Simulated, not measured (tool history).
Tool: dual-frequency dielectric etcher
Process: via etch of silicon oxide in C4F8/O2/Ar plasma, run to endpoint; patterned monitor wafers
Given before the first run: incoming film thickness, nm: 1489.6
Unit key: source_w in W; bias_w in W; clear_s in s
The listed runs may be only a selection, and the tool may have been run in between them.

{"run": 1, "hour": 0.0, "source_w": 2520, "bias_w": 2724, "clear_s": 225.71}
{"run": 2, "hour": 1.0, "source_w": 2150, "bias_w": 2724, "clear_s": 249.16}
{"run": 3, "hour": 3.6, "source_w": 2150, "bias_w": 3202, "clear_s": 239.11}
{"run": 4, "hour": 9.2, "source_w": 1720, "bias_w": 3202, "clear_s": 264.3}
{"run": 5, "hour": 14.4, "source_w": 2050, "bias_w": 3202, "clear_s": 245.87}
{"run": 6, "hour": 21.0, "source_w": 1950, "bias_w": 3134, "clear_s": 250.37}
{"run": 7, "hour": 26.9, "source_w": 1870, "bias_w": 3056, "clear_s": 259.71}
{"run": 8, "hour": 32.3, "source_w": 1810, "bias_w": 3034, "clear_s": 259.82}
{"hour": 38.3, "done": "bias power generator calibrated"}
{"run": 9, "hour": 38.3, "source_w": 1760, "bias_w": 2940, "clear_s": 268.59}
{"run": 10, "hour": 39.1, "source_w": 1720, "bias_w": 2927, "clear_s": 275.0}
{"run": 11, "hour": 44.4, "source_w": 1700, "bias_w": 2921, "clear_s": 275.75}

Predict the results of run 12:
{"run": 12, "hour": 47.0, "source_w": 1700, "bias_w": 2921, "clear_s": "?"}

clear_s: 273.89 s

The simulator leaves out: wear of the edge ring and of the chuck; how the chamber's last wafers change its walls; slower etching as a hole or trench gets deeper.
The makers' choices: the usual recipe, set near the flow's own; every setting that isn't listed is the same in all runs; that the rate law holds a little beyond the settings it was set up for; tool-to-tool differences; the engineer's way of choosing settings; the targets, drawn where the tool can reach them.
